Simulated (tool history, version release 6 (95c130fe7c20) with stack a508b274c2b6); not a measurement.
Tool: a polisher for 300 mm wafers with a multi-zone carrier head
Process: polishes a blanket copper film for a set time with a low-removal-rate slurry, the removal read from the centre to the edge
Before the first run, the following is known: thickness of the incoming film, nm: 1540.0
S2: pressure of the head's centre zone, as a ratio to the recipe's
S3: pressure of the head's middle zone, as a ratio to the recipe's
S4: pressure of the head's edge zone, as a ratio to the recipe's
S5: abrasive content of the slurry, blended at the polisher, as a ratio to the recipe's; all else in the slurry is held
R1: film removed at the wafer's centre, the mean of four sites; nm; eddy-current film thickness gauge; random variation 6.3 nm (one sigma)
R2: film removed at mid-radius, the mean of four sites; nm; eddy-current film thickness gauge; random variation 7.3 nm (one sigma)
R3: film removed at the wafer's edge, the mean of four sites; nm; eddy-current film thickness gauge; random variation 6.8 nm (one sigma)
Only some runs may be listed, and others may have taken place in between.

{"run": 1, "hour": 0.0, "flow of slurry (ml/min)": 300, "S2": 1, "S3": 1, "S4": 1, "S5": 1, "polishing time (s)": 68, "R1": 344, "R2": 346.67, "R3": 333.34}
{"run": 2, "hour": 2.4, "flow of slurry (ml/min)": 345, "S2": 1, "S3": 1, "S4": 1, "S5": 1, "polishing time (s)": 68, "R1": 338.89, "R2": 346.39, "R3": 338.81}
{"run": 3, "hour": 10.6, "flow of slurry (ml/min)": 340, "S2": 1.03, "S3": 1.03, "S4": 1, "S5": 1.15, "polishing time (s)": 73, "R1": 389.57, "R2": 389.73, "R3": 381.54}
{"run": 4, "hour": 12.2, "flow of slurry (ml/min)": 330, "S2": 1.06, "S3": 1.06, "S4": 0.97, "S5": 1.2, "polishing time (s)": 77, "R1": 431.97, "R2": 435.93, "R3": 398.21}
{"run": 5, "hour": 17.9, "flow of slurry (ml/min)": 330, "S2": 1.08, "S3": 1.08, "S4": 0.97, "S5": 1.3, "polishing time (s)": 79, "R1": 470.78, "R2": 447.8, "R3": 411.61}
{"run": 6, "hour": 22.8, "flow of slurry (ml/min)": 335, "S2": 1.08, "S3": 1.1, "S4": 0.97, "S5": 1.35, "polishing time (s)": 81, "R1": 474.2, "R2": 472.1, "R3": 418.39}

What will run 7 give?
{"run": 7, "hour": 26.5, "flow of slurry (ml/min)": 340, "S2": 1.09, "S3": 1.11, "S4": 0.98, "S5": 1.35, "polishing time (s)": 83, "R1": "?", "R2": "?", "R3": "?"}

Run 7 came out at R1 492.61 nm, R2 506.61 nm, R3 439.12 nm.

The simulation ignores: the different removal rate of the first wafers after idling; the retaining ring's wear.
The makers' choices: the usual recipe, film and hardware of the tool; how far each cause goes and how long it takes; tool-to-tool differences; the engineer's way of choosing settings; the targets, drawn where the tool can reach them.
